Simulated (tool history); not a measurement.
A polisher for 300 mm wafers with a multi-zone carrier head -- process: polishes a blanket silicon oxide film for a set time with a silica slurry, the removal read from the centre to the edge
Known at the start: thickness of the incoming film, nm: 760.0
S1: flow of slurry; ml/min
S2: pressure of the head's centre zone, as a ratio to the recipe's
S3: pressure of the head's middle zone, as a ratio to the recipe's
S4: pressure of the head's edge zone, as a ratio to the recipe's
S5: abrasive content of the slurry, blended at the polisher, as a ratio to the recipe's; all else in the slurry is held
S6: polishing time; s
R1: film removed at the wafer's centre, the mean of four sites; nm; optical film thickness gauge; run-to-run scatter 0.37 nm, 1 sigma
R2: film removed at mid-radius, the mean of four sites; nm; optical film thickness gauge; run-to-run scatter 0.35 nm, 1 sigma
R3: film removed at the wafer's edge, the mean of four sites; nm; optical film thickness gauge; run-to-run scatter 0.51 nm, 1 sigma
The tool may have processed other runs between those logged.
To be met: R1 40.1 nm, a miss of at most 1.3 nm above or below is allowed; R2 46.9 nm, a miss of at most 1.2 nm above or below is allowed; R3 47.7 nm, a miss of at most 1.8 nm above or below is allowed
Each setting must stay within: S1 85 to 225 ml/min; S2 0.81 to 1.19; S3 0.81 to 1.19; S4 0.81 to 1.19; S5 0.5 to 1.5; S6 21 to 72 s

| run | hour | S1 | S2 | S3 | S4 | S5 | S6 | R1 | R2 | R3 |
|---|---|---|---|---|---|---|---|---|---|---|
| 1 | 0 | 145 | 1 | 1 | 1 | 1 | 46 | 89.432 | 88.157 | 87.881 |
| 2 | 8.6 | 145 | 1 | 1.06 | 1 | 1 | 46 | 87.898 | 91.031 | 88.236 |
| 3 | 10.8 | 130 | 0.95 | 1.03 | 0.99 | 0.85 | 42 | 69.9 | 75.606 | 74.343 |
| 4 | 17.1 | 130 | 0.95 | 0.95 | 0.99 | 0.85 | 42 | 69.778 | 69.7 | 74.666 |
| 5 | 19.8 | 130 | 0.99 | 0.95 | 0.99 | 0.85 | 42 | 71.268 | 69.489 | 74.716 |
| 6 | 23.1 | 120 | 0.95 | 0.95 | 0.95 | 0.75 | 39 | 60.052 | 60.328 | 64.602 |
| 7 | 29.9 | 120 | 0.95 | 0.95 | 0.95 | 0.75 | 39 | 59.941 | 60.158 | 64.691 |
| 8 | 31.2 | 115 | 0.91 | 0.96 | 0.92 | 0.65 | 37 | 49.556 | 53.337 | 54.792 |
| 9 | 32.5 | 110 | 0.88 | 0.95 | 0.89 | 0.65 | 37 | 47.925 | 52.229 | 53.941 |

Which one of the following 4 next-run settings gets every result inside its allowed miss? There is exactly one.
| A | 33.8 | 95 | 0.89 | 1.1 | 0.92 | 0.6 | 32 | ? | ? | ? |
| B | 33.8 | 90 | 0.82 | 0.99 | 0.98 | 0.5 | 37 | ? | ? | ? |
| C | 33.8 | 155 | 0.98 | 1.08 | 0.89 | 0.85 | 30 | ? | ? | ? |
| D | 33.8 | 90 | 0.84 | 0.95 | 0.84 | 0.65 | 35 | ? | ? | ? |

| move | R1 | R2 | R3 |
|---|---|---|---|
| A | 38.511 | 46.786 | 43.986 |
| B | 36.943 | 44.771 | 47.805 |
| C | 53.637 | 57.061 | 51.573 |
| D | 40.144 | 45.881 | 47.261 |
A: moves the result that the last run missed by most past its target, out the other side
B: moves the result that the last run missed by most past its target, out the other side
C: further off than the last run
D: meets every target
The move that meets every target is D.
